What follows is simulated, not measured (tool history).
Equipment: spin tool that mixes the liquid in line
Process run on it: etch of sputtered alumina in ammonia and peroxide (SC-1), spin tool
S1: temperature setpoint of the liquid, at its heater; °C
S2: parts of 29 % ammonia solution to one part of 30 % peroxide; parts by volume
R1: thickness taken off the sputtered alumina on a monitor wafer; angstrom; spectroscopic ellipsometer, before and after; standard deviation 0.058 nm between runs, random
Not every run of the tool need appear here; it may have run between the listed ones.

run 1 hour=0 | S1=54 S2=0.75 time_under_the_liquid_(s)=325 | R1=169.65
run 2 hour=6.1 | S1=54 S2=0.75 time_under_the_liquid_(s)=325 | R1=169.1
run 3 hour=6.9 | S1=51 S2=0.75 time_under_the_liquid_(s)=325 | R1=143.68
run 4 hour=8.3 | S1=51 S2=0.6 time_under_the_liquid_(s)=325 | R1=140.58
run 5 hour=12.7 | S1=49 S2=0.6 time_under_the_liquid_(s)=325 | R1=125.81
run 6 hour=17.9 | S1=47.5 S2=0.6 time_under_the_liquid_(s)=325 | R1=117.25
run 7 hour=24.1 | S1=46.5 S2=0.6 time_under_the_liquid_(s)=325 | R1=109.1

The next listed run, before its measurement:
run 8 hour=29.6 | S1=42 S2=0.6 time_under_the_liquid_(s)=325 | R1=?

R1: 84.852 angstrom
